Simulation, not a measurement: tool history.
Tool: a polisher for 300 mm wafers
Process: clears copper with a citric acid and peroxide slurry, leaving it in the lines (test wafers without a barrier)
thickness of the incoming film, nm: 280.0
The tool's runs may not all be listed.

| run | hour | flow of slurry (ml/min) | pressure of the wafer on the pad (kPa) | speed of the pad under the wafer (cm/s) | abrasive content of the slurry | overpolish time after the end point (s) | time until the end point was called (s) | dishing of a wide line in a test structure (Å) |
|---|---|---|---|---|---|---|---|---|
| 1 | 0 | 305 | 28.3 | 122 | 1 | 22 | 93.688 | 502.09 |
| 2 | 1.9 | 305 | 28.3 | 122 | 1 | 29 | 93.601 | 626.8 |
| 3 | 9.2 | 305 | 22.8 | 122 | 1 | 29 | 115.2 | 534.78 |
| 4 | 11.8 | 305 | 29 | 122 | 1 | 29 | 91.241 | 638.24 |
| 5 | 20.7 | 305 | 31.7 | 122 | 1 | 25 | 83.195 | 626.74 |
| 6 | 29 | 305 | 31.7 | 102 | 1 | 25 | 98.799 | 535.32 |

Run 7 comes next. What will it give?
| 7 | 31.2 | 305 | 35.2 | 104 | 1 | 22 | ? | ? |

{"run 7": {"time until the end point was called (s)": 87.774, "dishing of a wide line in a test structure (Å)": 534.66}}
